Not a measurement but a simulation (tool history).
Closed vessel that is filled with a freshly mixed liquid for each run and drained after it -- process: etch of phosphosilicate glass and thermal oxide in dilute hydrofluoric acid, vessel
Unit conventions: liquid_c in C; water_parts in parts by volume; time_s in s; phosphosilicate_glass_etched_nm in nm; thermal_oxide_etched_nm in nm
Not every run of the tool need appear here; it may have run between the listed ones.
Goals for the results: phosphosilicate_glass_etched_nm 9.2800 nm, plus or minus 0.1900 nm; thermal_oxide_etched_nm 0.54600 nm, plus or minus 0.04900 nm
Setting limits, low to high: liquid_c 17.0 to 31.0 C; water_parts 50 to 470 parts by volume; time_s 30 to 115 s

| run | hour | liquid_c | water_parts | time_s | phosphosilicate_glass_etched_nm | thermal_oxide_etched_nm |
|---|---|---|---|---|---|---|
| 1 | 0.0 | 23.0 | 260 | 60 | 14.0870 | 0.79239 |
| 2 | 3.4 | 21.5 | 270 | 60 | 12.8110 | 0.74989 |
| 3 | 4.8 | 21.5 | 320 | 60 | 10.1770 | 0.59471 |
| 4 | 10.3 | 20.0 | 320 | 60 | 9.6992 | 0.56552 |
| 5 | 17.9 | 20.0 | 320 | 50 | 8.0147 | 0.46680 |
| 6 | 23.3 | 17.0 | 320 | 50 | 7.0977 | 0.41824 |
| 7 | 26.3 | 18.5 | 320 | 50 | 7.6569 | 0.44468 |
| 8 | 34.7 | 19.5 | 320 | 50 | 7.8791 | 0.47736 |
| 9 | 42.8 | 22.0 | 295 | 50 | 9.5981 | 0.58061 |

4 next moves are on the table. One of them brings every result within its allowed miss. Which?
| A | 50.9 | 17.5 | 245 | 45 | ? | ? |
| B | 50.9 | 19.0 | 390 | 85 | ? | ? |
| C | 50.9 | 19.5 | 450 | 100 | ? | ? |
| D | 50.9 | 27.5 | 220 | 30 | ? | ? |

| move | phosphosilicate_glass_etched_nm | thermal_oxide_etched_nm |
|---|---|---|
| A | 9.1497 | 0.50711 |
| B | 10.1490 | 0.56248 |
| C | 10.0340 | 0.55613 |
| D | 10.0700 | 0.55810 |
A: every result within its allowed miss
B: moves away from the targets compared with the last run
C: moves away from the targets compared with the last run
D: moves away from the targets compared with the last run
Move A is the one to make.
